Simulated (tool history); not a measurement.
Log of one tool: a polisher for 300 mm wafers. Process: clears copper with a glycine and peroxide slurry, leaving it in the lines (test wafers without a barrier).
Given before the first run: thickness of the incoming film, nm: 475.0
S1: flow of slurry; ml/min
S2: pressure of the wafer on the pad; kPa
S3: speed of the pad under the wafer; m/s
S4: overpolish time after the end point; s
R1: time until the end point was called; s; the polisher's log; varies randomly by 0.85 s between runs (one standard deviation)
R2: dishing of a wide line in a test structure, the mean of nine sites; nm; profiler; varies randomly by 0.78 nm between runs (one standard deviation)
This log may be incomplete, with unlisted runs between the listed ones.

| run | hour | S1 | S2 | S3 | S4 | R1 | R2 |
|---|---|---|---|---|---|---|---|
| 1 | 0 | 275 | 23.4 | 0.9 | 20 | 67.409 | 59.412 |
| 2 | 1.5 | 270 | 22.1 | 1.04 | 16 | 62.101 | 56.672 |
| 3 | 9.7 | 270 | 19.3 | 1.04 | 16 | 67.561 | 53.49 |
| 4 | 17.7 | 270 | 19.3 | 1.04 | 13 | 68.575 | 47.579 |
| 5 | 22.6 | 310 | 19.3 | 1.14 | 11 | 63.58 | 44.178 |
| 6 | 27 | 285 | 19.3 | 1.14 | 11 | 64.597 | 44.937 |

Expected results for the next run?
| 7 | 35.9 | 320 | 20.7 | 1.22 | 10 | ? | ? |

R1: 56.014 s
R2: 45.173 nm
